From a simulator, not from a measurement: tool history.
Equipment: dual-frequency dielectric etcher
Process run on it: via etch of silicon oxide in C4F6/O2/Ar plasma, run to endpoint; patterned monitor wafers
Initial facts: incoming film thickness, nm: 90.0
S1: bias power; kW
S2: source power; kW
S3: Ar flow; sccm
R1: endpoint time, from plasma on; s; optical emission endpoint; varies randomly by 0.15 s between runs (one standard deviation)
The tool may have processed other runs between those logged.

Run 1, hour 0: S1 0.508 kW, S2 0.38 kW, S3 239 sccm. Result: R1 17.794 s.
Run 2, hour 5.4: S1 0.508 kW, S2 0.33 kW, S3 239 sccm. Result: R1 18.756 s.
Run 3, hour 10.9: S1 0.508 kW, S2 0.38 kW, S3 239 sccm. Result: R1 17.841 s.
Run 4, hour 19.1: S1 0.478 kW, S2 0.38 kW, S3 239 sccm. Result: R1 18.088 s.
Run 5, hour 25.9: S1 0.478 kW, S2 0.43 kW, S3 239 sccm. Result: R1 17.04 s.
Run 6, hour 32.2: S1 0.434 kW, S2 0.39 kW, S3 245 sccm. Result: R1 18.525 s.
Run 7, hour 40.7: S1 0.401 kW, S2 0.37 kW, S3 249 sccm. Result: R1 19.581 s.

Forecast run 8:
Run 8, hour 47: S1 0.377 kW, S2 0.36 kW, S3 251 sccm. Result: R1 ?.

Run 8 came out at R1 20.194 s.
